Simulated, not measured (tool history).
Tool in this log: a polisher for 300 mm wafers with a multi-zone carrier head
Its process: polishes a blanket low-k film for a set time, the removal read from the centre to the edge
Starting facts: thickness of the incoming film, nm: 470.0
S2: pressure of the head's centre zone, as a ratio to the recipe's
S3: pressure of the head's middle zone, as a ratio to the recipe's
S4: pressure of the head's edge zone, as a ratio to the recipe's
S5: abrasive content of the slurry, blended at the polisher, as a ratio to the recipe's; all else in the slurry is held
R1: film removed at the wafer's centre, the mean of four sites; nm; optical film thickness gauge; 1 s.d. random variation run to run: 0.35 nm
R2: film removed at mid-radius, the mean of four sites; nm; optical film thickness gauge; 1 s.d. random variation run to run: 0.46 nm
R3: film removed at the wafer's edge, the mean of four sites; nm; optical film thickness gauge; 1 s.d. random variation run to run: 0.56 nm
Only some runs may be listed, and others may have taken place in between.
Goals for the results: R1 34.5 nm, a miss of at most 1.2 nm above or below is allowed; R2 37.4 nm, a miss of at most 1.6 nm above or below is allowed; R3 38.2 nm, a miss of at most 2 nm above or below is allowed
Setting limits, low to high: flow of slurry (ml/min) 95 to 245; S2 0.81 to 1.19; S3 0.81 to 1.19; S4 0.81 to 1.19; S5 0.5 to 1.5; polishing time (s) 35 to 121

run 1 day=0 | flow_of_slurry_(ml/min)=155 S2=1 S3=1 S4=1 S5=1 polishing_time_(s)=78 | R1=40.08 R2=40.124 R3=42.734
run 2 day=0.046 | flow_of_slurry_(ml/min)=155 S2=1 S3=1 S4=1 S5=1.2 polishing_time_(s)=78 | R1=44.435 R2=43.725 R3=46.111
run 3 day=0.096 | flow_of_slurry_(ml/min)=140 S2=1 S3=1 S4=1 S5=1.2 polishing_time_(s)=78 | R1=41.786 R2=43.595 R3=46.486
run 4 day=0.171 | flow_of_slurry_(ml/min)=140 S2=0.99 S3=1 S4=0.98 S5=1.15 polishing_time_(s)=78 | R1=41.441 R2=42.957 R3=44.948
run 5 day=0.258 | flow_of_slurry_(ml/min)=140 S2=0.99 S3=1 S4=0.98 S5=1.15 polishing_time_(s)=60 | R1=31.613 R2=33.379 R3=34.794
run 6 day=0.417 | flow_of_slurry_(ml/min)=160 S2=0.99 S3=1 S4=0.98 S5=1.15 polishing_time_(s)=60 | R1=33.389 R2=33.861 R3=34.808
run 7 day=0.762 | flow_of_slurry_(ml/min)=160 S2=0.99 S3=1.01 S4=1 S5=1.15 polishing_time_(s)=60 | R1=33.679 R2=33.013 R3=35.821
run 8 day=1.108 | flow_of_slurry_(ml/min)=155 S2=0.99 S3=1.02 S4=1 S5=1.2 polishing_time_(s)=60 | R1=33.027 R2=34.552 R3=36.339
run 9 day=1.346 | flow_of_slurry_(ml/min)=160 S2=0.99 S3=1.03 S4=1 S5=1.2 polishing_time_(s)=60 | R1=32.976 R2=35.175 R3=36.059

Pick the move, out of 5, that brings all results within their allowed miss; only one does.
run A day=1.583 | flow_of_slurry_(ml/min)=170 S2=1.03 S3=0.88 S4=1.17 S5=1 polishing_time_(s)=64 | R1=? R2=? R3=?
run B day=1.583 | flow_of_slurry_(ml/min)=170 S2=1.04 S3=0.99 S4=0.81 S5=1.35 polishing_time_(s)=56 | R1=? R2=? R3=?
run C day=1.583 | flow_of_slurry_(ml/min)=155 S2=1.04 S3=1 S4=0.95 S5=1.4 polishing_time_(s)=55 | R1=? R2=? R3=?
run D day=1.583 | flow_of_slurry_(ml/min)=185 S2=0.92 S3=0.98 S4=0.91 S5=1.35 polishing_time_(s)=61 | R1=? R2=? R3=?
run E day=1.583 | flow_of_slurry_(ml/min)=150 S2=1.04 S3=1.01 S4=0.93 S5=1.2 polishing_time_(s)=59 | R1=? R2=? R3=?

move=A R1=34.982 R2=29.504 R3=38.885
move=B R1=35.329 R2=32.545 R3=33.254
move=C R1=34.351 R2=32.007 R3=34.77
move=D R1=34.72 R2=35.81 R3=38.399
move=E R1=34.281 R2=32.248 R3=34.518
A: further off than the last run
B: further off than the last run
C: further off than the last run
D: every result within its allowed miss
E: further off than the last run
The move that meets every target is D.
